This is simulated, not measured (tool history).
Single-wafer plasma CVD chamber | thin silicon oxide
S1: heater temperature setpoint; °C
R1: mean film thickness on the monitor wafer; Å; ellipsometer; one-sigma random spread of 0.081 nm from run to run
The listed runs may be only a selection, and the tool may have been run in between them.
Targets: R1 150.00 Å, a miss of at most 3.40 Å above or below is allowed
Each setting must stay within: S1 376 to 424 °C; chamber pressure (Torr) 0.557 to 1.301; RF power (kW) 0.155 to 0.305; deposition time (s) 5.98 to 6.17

Run 1, hour 0.0: S1 400 °C, chamber pressure (Torr) 0.929, RF power (kW) 0.230, deposition time (s) 5.98. Result: R1 121.37 Å.
Run 2, hour 5.1: S1 400 °C, chamber pressure (Torr) 0.929, RF power (kW) 0.265, deposition time (s) 5.98. Result: R1 128.09 Å.
Run 3, hour 9.2: S1 400 °C, chamber pressure (Torr) 1.065, RF power (kW) 0.265, deposition time (s) 5.98. Result: R1 141.64 Å.
Run 4, hour 16.3: S1 400 °C, chamber pressure (Torr) 1.081, RF power (kW) 0.265, deposition time (s) 5.98. Result: R1 143.26 Å.
Run 5, hour 23.9: S1 400 °C, chamber pressure (Torr) 1.081, RF power (kW) 0.265, deposition time (s) 5.98. Result: R1 142.90 Å.
Run 6, hour 25.3: S1 400 °C, chamber pressure (Torr) 1.018, RF power (kW) 0.265, deposition time (s) 5.98. Result: R1 136.29 Å.
Run 7, hour 32.2: S1 400 °C, chamber pressure (Torr) 1.044, RF power (kW) 0.265, deposition time (s) 5.98. Result: R1 139.85 Å.
Run 8, hour 36.4: S1 400 °C, chamber pressure (Torr) 1.063, RF power (kW) 0.265, deposition time (s) 5.98. Result: R1 140.56 Å.
Run 9, hour 44.0: S1 400 °C, chamber pressure (Torr) 1.082, RF power (kW) 0.265, deposition time (s) 5.98. Result: R1 143.46 Å.
Run 10, hour 45.0: S1 400 °C, chamber pressure (Torr) 1.094, RF power (kW) 0.265, deposition time (s) 5.98. Result: R1 143.95 Å.

Consider the 4 candidate settings below. Which is the only one whose results all fall within their allowed miss of target?
Run A, hour 46.0: S1 400 °C, chamber pressure (Torr) 1.098, RF power (kW) 0.270, deposition time (s) 6.13. Result: R1 ?.
Run B, hour 46.0: S1 389 °C, chamber pressure (Torr) 1.044, RF power (kW) 0.245, deposition time (s) 6.17. Result: R1 ?.
Run C, hour 46.0: S1 394 °C, chamber pressure (Torr) 1.058, RF power (kW) 0.270, deposition time (s) 6.00. Result: R1 ?.
Run D, hour 46.0: S1 398 °C, chamber pressure (Torr) 1.063, RF power (kW) 0.235, deposition time (s) 6.17. Result: R1 ?.

move      R1
   A  149.46
   B  140.55
   C  143.41
   D  138.57
A: meets every target
B: moves away from the targets compared with the last run
C: moves away from the targets compared with the last run
D: moves away from the targets compared with the last run
Go with A: it meets all targets.
